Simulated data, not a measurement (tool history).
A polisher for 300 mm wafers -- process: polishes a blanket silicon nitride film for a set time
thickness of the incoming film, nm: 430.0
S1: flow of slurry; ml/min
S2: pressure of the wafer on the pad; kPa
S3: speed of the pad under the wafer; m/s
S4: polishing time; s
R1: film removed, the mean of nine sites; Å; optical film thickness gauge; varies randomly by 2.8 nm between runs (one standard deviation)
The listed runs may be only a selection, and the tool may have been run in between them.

Run 1, hour 0: S1 230 ml/min, S2 26.9 kPa, S3 1.2 m/s, S4 94 s. Result: R1 1898.7 Å.
Run 2, hour 6.2: S1 230 ml/min, S2 33.8 kPa, S3 1.2 m/s, S4 94 s. Result: R1 2409.1 Å.
Run 3, hour 9.7: S1 185 ml/min, S2 33.8 kPa, S3 1.2 m/s, S4 94 s. Result: R1 2312 Å.
Run 4, hour 18.6: S1 185 ml/min, S2 40 kPa, S3 1.2 m/s, S4 94 s. Result: R1 2763.7 Å.
Run 5, hour 20.4: S1 195 ml/min, S2 40.7 kPa, S3 1.2 m/s, S4 94 s. Result: R1 2844.5 Å.
Run 6, hour 24.5: S1 200 ml/min, S2 40.7 kPa, S3 1.2 m/s, S4 94 s. Result: R1 2822 Å.
Run 7, hour 26.6: S1 205 ml/min, S2 40.7 kPa, S3 1.2 m/s, S4 94 s. Result: R1 2857.8 Å.
Run 8, hour 35.1: S1 210 ml/min, S2 40.7 kPa, S3 1.2 m/s, S4 94 s. Result: R1 2803.1 Å.

Run 9 comes next. What will it give?
Run 9, hour 39: S1 210 ml/min, S2 40.7 kPa, S3 1.22 m/s, S4 94 s. Result: R1 ?.

{"run 9": {"R1": 2865.1}}
